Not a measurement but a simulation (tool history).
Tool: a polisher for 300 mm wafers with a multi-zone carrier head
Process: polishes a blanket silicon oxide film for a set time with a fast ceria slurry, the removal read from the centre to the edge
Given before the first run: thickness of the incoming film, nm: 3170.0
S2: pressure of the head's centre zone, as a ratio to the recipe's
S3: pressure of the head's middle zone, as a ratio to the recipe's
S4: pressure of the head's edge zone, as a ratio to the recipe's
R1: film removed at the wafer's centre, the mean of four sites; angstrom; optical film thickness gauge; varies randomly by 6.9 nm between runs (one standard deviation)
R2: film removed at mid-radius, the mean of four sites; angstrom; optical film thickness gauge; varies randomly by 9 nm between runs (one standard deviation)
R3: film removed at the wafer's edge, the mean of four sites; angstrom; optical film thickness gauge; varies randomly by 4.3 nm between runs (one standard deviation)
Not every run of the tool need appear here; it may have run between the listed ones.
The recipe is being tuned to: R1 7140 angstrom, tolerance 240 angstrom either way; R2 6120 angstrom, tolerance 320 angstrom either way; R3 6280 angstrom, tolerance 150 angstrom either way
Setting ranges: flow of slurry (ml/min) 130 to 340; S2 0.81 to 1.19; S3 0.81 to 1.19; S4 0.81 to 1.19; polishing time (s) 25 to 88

{"run": 1, "day": 0.0, "flow of slurry (ml/min)": 220, "S2": 1, "S3": 1, "S4": 1, "polishing time (s)": 56, "R1": 8034.2, "R2": 7468.9, "R3": 7572.7}
{"run": 2, "day": 0.154, "flow of slurry (ml/min)": 220, "S2": 1, "S3": 1, "S4": 1.05, "polishing time (s)": 56, "R1": 8035, "R2": 7321.8, "R3": 7677.8}
{"run": 3, "day": 0.317, "flow of slurry (ml/min)": 220, "S2": 0.92, "S3": 1, "S4": 1.05, "polishing time (s)": 56, "R1": 7324.7, "R2": 7468.4, "R3": 7718.9}
{"run": 4, "day": 0.4, "flow of slurry (ml/min)": 220, "S2": 0.86, "S3": 1, "S4": 1.05, "polishing time (s)": 56, "R1": 6927.4, "R2": 7367.5, "R3": 7782.5}
{"run": 5, "day": 0.529, "flow of slurry (ml/min)": 220, "S2": 0.86, "S3": 1, "S4": 1.05, "polishing time (s)": 61, "R1": 7438, "R2": 8052.2, "R3": 8504.4}
{"day": 0.883, "done": "centre zone pressure recalibrated"}
{"run": 6, "day": 0.883, "flow of slurry (ml/min)": 220, "S2": 0.88, "S3": 0.99, "S4": 1.03, "polishing time (s)": 60, "R1": 7048.8, "R2": 7863, "R3": 8299}
{"run": 7, "day": 1.154, "flow of slurry (ml/min)": 220, "S2": 0.91, "S3": 0.98, "S4": 1.02, "polishing time (s)": 58, "R1": 7217.7, "R2": 7595.2, "R3": 8009.1}
{"run": 8, "day": 1.246, "flow of slurry (ml/min)": 215, "S2": 0.93, "S3": 0.98, "S4": 1.01, "polishing time (s)": 57, "R1": 7006.6, "R2": 7612.2, "R3": 7795.3}
{"run": 9, "day": 1.542, "flow of slurry (ml/min)": 220, "S2": 0.94, "S3": 0.98, "S4": 1.01, "polishing time (s)": 55, "R1": 7005.9, "R2": 7366.4, "R3": 7458}
{"run": 10, "day": 1.829, "flow of slurry (ml/min)": 220, "S2": 0.94, "S3": 0.98, "S4": 1.01, "polishing time (s)": 55, "R1": 7010.7, "R2": 7224.2, "R3": 7554}
{"run": 11, "day": 2.046, "flow of slurry (ml/min)": 190, "S2": 1.04, "S3": 0.89, "S4": 0.91, "polishing time (s)": 50, "R1": 6933.7, "R2": 5927.9, "R3": 6449.9}

4 candidate next runs follow, results not yet known. Just one meets every target within its allowed miss. Identify it.
{"run": "A", "day": 2.262, "flow of slurry (ml/min)": 195, "S2": 1.02, "S3": 0.93, "S4": 0.89, "polishing time (s)": 52, "R1": "?", "R2": "?", "R3": "?"}
{"run": "B", "day": 2.262, "flow of slurry (ml/min)": 175, "S2": 1.05, "S3": 0.85, "S4": 0.91, "polishing time (s)": 54, "R1": "?", "R2": "?", "R3": "?"}
{"run": "C", "day": 2.262, "flow of slurry (ml/min)": 240, "S2": 1.09, "S3": 0.92, "S4": 0.89, "polishing time (s)": 48, "R1": "?", "R2": "?", "R3": "?"}
{"run": "D", "day": 2.262, "flow of slurry (ml/min)": 205, "S2": 0.99, "S3": 0.88, "S4": 0.88, "polishing time (s)": 51, "R1": "?", "R2": "?", "R3": "?"}

move=A R1=6903.9 R2=6349.1 R3=6563.8
move=B R1=7221.1 R2=6061 R3=6796
move=C R1=7049.5 R2=5993.7 R3=6199.3
move=D R1=6627.9 R2=6032.6 R3=6446.6
A: moves away from the targets compared with the last run
B: moves away from the targets compared with the last run
C: all results in spec
D: moves away from the targets compared with the last run
Go with C: it meets all targets.
